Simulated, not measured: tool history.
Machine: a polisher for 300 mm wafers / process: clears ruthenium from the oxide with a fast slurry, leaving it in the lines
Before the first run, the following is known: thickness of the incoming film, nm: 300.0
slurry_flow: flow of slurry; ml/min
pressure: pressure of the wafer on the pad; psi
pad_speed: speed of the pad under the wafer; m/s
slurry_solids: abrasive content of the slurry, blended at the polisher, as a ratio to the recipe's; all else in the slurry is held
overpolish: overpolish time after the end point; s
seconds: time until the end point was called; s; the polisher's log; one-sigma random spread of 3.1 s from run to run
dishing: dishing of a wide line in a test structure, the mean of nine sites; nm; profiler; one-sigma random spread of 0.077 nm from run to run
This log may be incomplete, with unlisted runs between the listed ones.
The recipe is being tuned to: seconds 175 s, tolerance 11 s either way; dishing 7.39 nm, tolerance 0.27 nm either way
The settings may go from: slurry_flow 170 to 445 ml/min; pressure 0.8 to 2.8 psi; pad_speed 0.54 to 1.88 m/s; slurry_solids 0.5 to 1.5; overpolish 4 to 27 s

run    day  slurry_flow  pressure  pad_speed  slurry_solids  overpolish  seconds  dishing
  1      0          285       1.8        1.2              1          14    108.9   31.653
  2  0.204          255       1.8        1.2              1          14   110.32   31.563
  3  0.562          310       1.7       1.02           0.95          11   129.42   21.239
  4  0.775          350       1.6       0.88            0.9           9   153.93    15.17
  5  0.804          350       1.6       1.06            0.9           9   136.22   17.051
  6  0.958          350       1.6       1.06           0.85           9   139.85   16.322
  7      1          375       1.6       1.02           0.75           8   158.86   13.117
  8  1.029          445       1.7       0.94            0.5           4   219.85   4.6391
  9  1.275          400       1.8       0.94            0.5           4   212.55   4.9748
 10  1.608          365       1.8       0.98            0.5           4   205.67    4.959
 11  1.804          365       1.7       1.04            0.5           4   207.29   5.0506

Pick the move, out of 4, that brings all results within their allowed miss; only one does.
  A    2          330       1.6       0.56            0.8           7        ?        ?
  B    2          400       1.6       1.14            0.6           5        ?        ?
  C    2          370       1.5       1.08            0.5           7        ?        ?
  D    2          430       1.4       0.92            0.5           6        ?        ?

move  seconds  dishing
   A   216.15   8.4086
   B   176.65   7.3668
   C   234.21   7.7717
   D   273.74   5.7265
A: takes the biggest miss from the last run beyond its target
B: every result lands within tolerance
C: takes the biggest miss from the last run beyond its target
D: neither nearer nor further off than the last run
Correct choice: B, which meets every target
